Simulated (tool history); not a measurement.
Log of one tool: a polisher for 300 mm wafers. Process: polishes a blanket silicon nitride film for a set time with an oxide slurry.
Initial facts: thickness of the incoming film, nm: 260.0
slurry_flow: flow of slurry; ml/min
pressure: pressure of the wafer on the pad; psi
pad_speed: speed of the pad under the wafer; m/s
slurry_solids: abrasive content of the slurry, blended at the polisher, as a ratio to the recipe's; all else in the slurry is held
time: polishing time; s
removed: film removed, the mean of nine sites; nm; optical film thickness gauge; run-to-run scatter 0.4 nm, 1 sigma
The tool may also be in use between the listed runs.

run 1 hour=0.0 | slurry_flow=215 pressure=2.6 pad_speed=1.22 slurry_solids=1.0 time=57 | removed=30.704
run 2 hour=8.0 | slurry_flow=215 pressure=2.6 pad_speed=1.22 slurry_solids=0.9 time=57 | removed=28.952
run 3 hour=10.0 | slurry_flow=215 pressure=2.6 pad_speed=1.44 slurry_solids=0.9 time=57 | removed=32.870
run 4 hour=13.9 | slurry_flow=215 pressure=2.7 pad_speed=1.44 slurry_solids=0.9 time=57 | removed=34.504
run 5 hour=16.7 | slurry_flow=215 pressure=2.8 pad_speed=1.44 slurry_solids=0.9 time=57 | removed=35.269
run 6 hour=20.5 | slurry_flow=215 pressure=2.2 pad_speed=1.44 slurry_solids=0.9 time=57 | removed=28.058
run 7 hour=23.1 | slurry_flow=215 pressure=2.4 pad_speed=1.44 slurry_solids=0.9 time=57 | removed=30.212

What does the tool deliver on the next run?
run 8 hour=26.1 | slurry_flow=215 pressure=2.6 pad_speed=1.44 slurry_solids=0.9 time=57 | removed=?

Run 8 gave removed 32.936 nm.

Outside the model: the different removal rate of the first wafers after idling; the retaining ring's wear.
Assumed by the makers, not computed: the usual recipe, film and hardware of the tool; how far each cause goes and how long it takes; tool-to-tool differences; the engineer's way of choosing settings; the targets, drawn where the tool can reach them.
